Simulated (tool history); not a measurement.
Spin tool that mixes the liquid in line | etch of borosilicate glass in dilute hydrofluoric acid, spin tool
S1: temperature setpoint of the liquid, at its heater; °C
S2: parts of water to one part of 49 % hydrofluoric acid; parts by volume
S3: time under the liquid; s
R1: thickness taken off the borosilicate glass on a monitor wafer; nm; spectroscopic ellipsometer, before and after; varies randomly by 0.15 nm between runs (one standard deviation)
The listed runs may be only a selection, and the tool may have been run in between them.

| run | day | S1 | S2 | S3 | R1 |
|---|---|---|---|---|---|
| 1 | 0 | 24 | 145 | 75 | 15.178 |
| 2 | 0.1 | 24 | 145 | 80 | 16.215 |
| 3 | 0.2 | 26.5 | 135 | 80 | 19.236 |
| 4 | 0.371 | 28 | 125 | 80 | 22.581 |
| 5 | 0.492 | 28 | 75 | 80 | 40.462 |
| 6 | 0.821 | 25 | 75 | 80 | 36.017 |

Predict the results of run 7:
| 7 | 0.867 | 22.5 | 75 | 80 | ? |

Run 7 yielded R1 32.196 nm.
